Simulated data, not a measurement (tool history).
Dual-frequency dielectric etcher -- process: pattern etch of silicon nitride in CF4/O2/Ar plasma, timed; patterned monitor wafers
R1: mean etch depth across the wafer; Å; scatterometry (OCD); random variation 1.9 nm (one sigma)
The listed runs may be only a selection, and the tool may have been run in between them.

Run 1, hour 0.0: source power (W) 520, bias power (W) 52, Ar flow (sccm) 72, CF4 flow (sccm) 79, etch time (s) 120.5. Result: R1 2531.1 Å.
Run 2, hour 4.7: source power (W) 550, bias power (W) 52, Ar flow (sccm) 72, CF4 flow (sccm) 79, etch time (s) 120.5. Result: R1 2613.5 Å.
Run 3, hour 7.4: source power (W) 580, bias power (W) 52, Ar flow (sccm) 72, CF4 flow (sccm) 79, etch time (s) 120.5. Result: R1 2724.3 Å.
Run 4, hour 14.0: source power (W) 580, bias power (W) 52, Ar flow (sccm) 72, CF4 flow (sccm) 79, etch time (s) 120.5. Result: R1 2741.8 Å.
Run 5, hour 14.9: source power (W) 580, bias power (W) 52, Ar flow (sccm) 72, CF4 flow (sccm) 91, etch time (s) 120.5. Result: R1 2782.2 Å.
Run 6, hour 17.2: source power (W) 600, bias power (W) 52, Ar flow (sccm) 72, CF4 flow (sccm) 91, etch time (s) 120.5. Result: R1 2847.3 Å.

Estimate the outcome of run 7 from the log above:
At hour 24.4: CF4 flow controller replaced.
Run 7, hour 24.4: source power (W) 620, bias power (W) 52, Ar flow (sccm) 72, CF4 flow (sccm) 91, etch time (s) 120.5. Result: R1 ?.

{"run 7": {"R1": 2970.8}}
